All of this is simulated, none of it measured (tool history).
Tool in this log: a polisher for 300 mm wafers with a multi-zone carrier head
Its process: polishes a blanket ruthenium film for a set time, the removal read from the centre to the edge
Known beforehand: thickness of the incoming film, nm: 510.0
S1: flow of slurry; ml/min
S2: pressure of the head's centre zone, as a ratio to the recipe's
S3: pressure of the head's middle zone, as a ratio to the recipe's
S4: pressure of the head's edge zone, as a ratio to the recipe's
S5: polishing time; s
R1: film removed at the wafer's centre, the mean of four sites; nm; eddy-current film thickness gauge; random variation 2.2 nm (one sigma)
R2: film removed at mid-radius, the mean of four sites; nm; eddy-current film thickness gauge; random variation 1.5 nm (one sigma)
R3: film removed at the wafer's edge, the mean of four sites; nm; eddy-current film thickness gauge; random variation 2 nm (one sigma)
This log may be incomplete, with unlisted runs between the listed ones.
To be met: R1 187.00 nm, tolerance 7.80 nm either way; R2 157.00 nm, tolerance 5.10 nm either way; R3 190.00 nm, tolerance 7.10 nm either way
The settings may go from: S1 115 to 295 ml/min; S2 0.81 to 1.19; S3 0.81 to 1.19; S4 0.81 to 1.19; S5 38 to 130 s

run  hour   S1    S2    S3    S4   S5      R1      R2      R3
  1   0.0  190  1.00  1.00  1.00   84  145.79  145.96  148.70
  2   4.9  190  1.00  0.94  1.00   84  147.63  141.19  148.07
  3  11.8  190  1.00  0.94  1.00  102  176.19  168.75  180.35
  4  20.8  235  1.00  0.94  1.00  102  186.42  173.43  182.96
  5  25.0  230  1.00  0.91  1.02  102  185.20  171.38  185.51
  6  30.9  230  0.92  0.91  1.02  102  171.97  172.05  188.15
  7  32.7  230  0.94  0.89  1.04  102  167.35  165.78  185.72
  8  40.5  235  0.97  0.87  1.05  103  179.56  166.41  189.54
  9  42.9  235  0.98  0.86  1.06  103  183.39  163.10  192.16

Which one of the following 4 next-run settings gets every result inside its allowed miss? There is exactly one.
  A  45.3  215  0.95  0.91  1.04  104   ?   ?   ?
  B  45.3  275  0.99  0.83  1.04  107   ?   ?   ?
  C  45.3  225  1.03  0.93  1.08  102   ?   ?   ?
  D  45.3  235  1.03  0.84  1.07  102   ?   ?   ?

move      R1      R2      R3
   A  173.41  170.73  189.43
   B  191.87  167.47  199.30
   C  185.73  171.40  190.06
   D  186.71  158.39  190.15
A: moves away from the targets compared with the last run
B: moves away from the targets compared with the last run
C: moves away from the targets compared with the last run
D: every result within its allowed miss
The move that meets every target is D.
